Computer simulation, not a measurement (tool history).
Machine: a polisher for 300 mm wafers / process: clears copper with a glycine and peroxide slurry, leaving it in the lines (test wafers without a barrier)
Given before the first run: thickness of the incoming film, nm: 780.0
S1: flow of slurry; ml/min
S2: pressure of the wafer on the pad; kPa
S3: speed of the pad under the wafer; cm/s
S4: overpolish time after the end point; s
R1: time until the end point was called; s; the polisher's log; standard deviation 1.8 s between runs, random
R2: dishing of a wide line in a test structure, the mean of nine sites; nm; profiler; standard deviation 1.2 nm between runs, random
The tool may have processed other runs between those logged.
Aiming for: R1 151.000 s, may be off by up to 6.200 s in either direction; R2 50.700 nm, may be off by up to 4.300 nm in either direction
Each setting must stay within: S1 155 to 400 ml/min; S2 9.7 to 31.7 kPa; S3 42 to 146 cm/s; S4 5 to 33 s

Run 1, hour 0.0: S1 255 ml/min, S2 20.7 kPa, S3 94 cm/s, S4 17 s. Result: R1 116.240 s, R2 49.272 nm.
Run 2, hour 1.6: S1 255 ml/min, S2 18.6 kPa, S3 94 cm/s, S4 17 s. Result: R1 129.070 s, R2 48.426 nm.
Run 3, hour 2.7: S1 255 ml/min, S2 17.9 kPa, S3 94 cm/s, S4 17 s. Result: R1 128.560 s, R2 50.037 nm.
Run 4, hour 5.3: S1 255 ml/min, S2 17.9 kPa, S3 94 cm/s, S4 22 s. Result: R1 128.710 s, R2 58.044 nm.
Run 5, hour 7.5: S1 255 ml/min, S2 17.9 kPa, S3 104 cm/s, S4 22 s. Result: R1 116.470 s, R2 58.475 nm.
Run 6, hour 14.3: S1 220 ml/min, S2 17.9 kPa, S3 104 cm/s, S4 22 s. Result: R1 120.760 s, R2 60.853 nm.
Run 7, hour 16.2: S1 220 ml/min, S2 17.2 kPa, S3 104 cm/s, S4 21 s. Result: R1 123.650 s, R2 58.541 nm.
Run 8, hour 25.1: S1 220 ml/min, S2 17.2 kPa, S3 104 cm/s, S4 21 s. Result: R1 123.080 s, R2 55.149 nm.

Which one of the following 5 next-run settings gets every result inside its allowed miss? There is exactly one.
Run A, hour 34.0: S1 185 ml/min, S2 16.5 kPa, S3 86 cm/s, S4 27 s. Result: R1 ?, R2 ?.
Run B, hour 34.0: S1 180 ml/min, S2 17.9 kPa, S3 146 cm/s, S4 18 s. Result: R1 ?, R2 ?.
Run C, hour 34.0: S1 245 ml/min, S2 21.4 kPa, S3 132 cm/s, S4 23 s. Result: R1 ?, R2 ?.
Run D, hour 34.0: S1 250 ml/min, S2 18.6 kPa, S3 76 cm/s, S4 20 s. Result: R1 ?, R2 ?.
Run E, hour 34.0: S1 235 ml/min, S2 11.7 kPa, S3 112 cm/s, S4 20 s. Result: R1 ?, R2 ?.

move       R1      R2
   A  149.450  60.708
   B   92.736  61.103
   C   88.649  69.743
   D  150.370  51.935
   E  136.410  52.677
A: brings the result that was furthest off to its target, and leaves another outside
B: lands further from the targets than the last run did
C: lands further from the targets than the last run did
D: every result lands within tolerance
E: nearer the targets than the last run, but a result is still out of spec
Go with D: it meets all targets.
